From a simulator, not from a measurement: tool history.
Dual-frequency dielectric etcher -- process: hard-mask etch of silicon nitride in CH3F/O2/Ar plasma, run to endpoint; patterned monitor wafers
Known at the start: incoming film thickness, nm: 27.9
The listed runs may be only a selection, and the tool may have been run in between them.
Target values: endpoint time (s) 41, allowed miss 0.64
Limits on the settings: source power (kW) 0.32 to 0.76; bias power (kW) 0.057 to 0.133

run  hour  source power (kW)  bias power (kW)  endpoint time (s)
  1     0               0.54            0.095             35.399
  2   0.6                0.5            0.094              36.25
  3   5.2               0.44            0.094             37.959
  4  13.6               0.39            0.094              39.58
  5  21.6               0.38            0.094             40.293
  6  28.2               0.42            0.094             38.752
  7  31.8                0.4            0.094             39.482
  8  32.7               0.39            0.094             39.871
  9  39.8               0.38            0.094             40.154

5 next moves are on the table. One of them brings every result within its allowed miss. Which?
  A  46.9               0.36            0.086                  ?
  B  46.9               0.34             0.09                  ?
  C  46.9               0.33            0.089                  ?
  D  46.9               0.33              0.1                  ?
  E  46.9               0.33            0.088                  ?

move  endpoint time (s)
   A             42.183
   B             42.377
   C             42.978
   D             41.297
   E             43.142
A: carries the result that was furthest off beyond its target, to the other side
B: carries the result that was furthest off beyond its target, to the other side
C: carries the result that was furthest off beyond its target, to the other side
D: all results land within tolerance of their targets
E: carries the result that was furthest off beyond its target, to the other side
Move D is the one to make.
